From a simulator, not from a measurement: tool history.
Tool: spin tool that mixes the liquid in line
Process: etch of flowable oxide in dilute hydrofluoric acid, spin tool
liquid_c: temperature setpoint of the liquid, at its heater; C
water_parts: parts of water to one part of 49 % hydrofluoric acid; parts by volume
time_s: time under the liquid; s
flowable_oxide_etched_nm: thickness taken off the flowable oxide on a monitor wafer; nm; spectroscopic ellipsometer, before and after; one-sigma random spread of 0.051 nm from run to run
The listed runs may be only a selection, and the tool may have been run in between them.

run,hour,liquid_c,water_parts,time_s,flowable_oxide_etched_nm
1,0.0,24.0,295,35,1.9779
2,0.9,26.0,245,35,2.6058
3,4.4,26.0,245,20,1.4897
4,9.9,23.5,190,25,2.3443
5,15.6,21.5,150,30,3.4165
6,18.8,20.5,125,30,4.0626
7,24.6,19.5,110,30,4.4762
8,29.0,21.5,55,30,10.5460
9,31.2,20.5,60,30,9.1542
10,37.2,19.5,65,30,8.0462
11,39.9,19.0,70,30,7.3684
12,47.3,17.0,110,30,4.1248
13,48.0,18.5,110,30,4.3900

What does the tool deliver on the next run?
14,55.3,18.5,110,30,?

flowable_oxide_etched_nm: 4.3867 nm
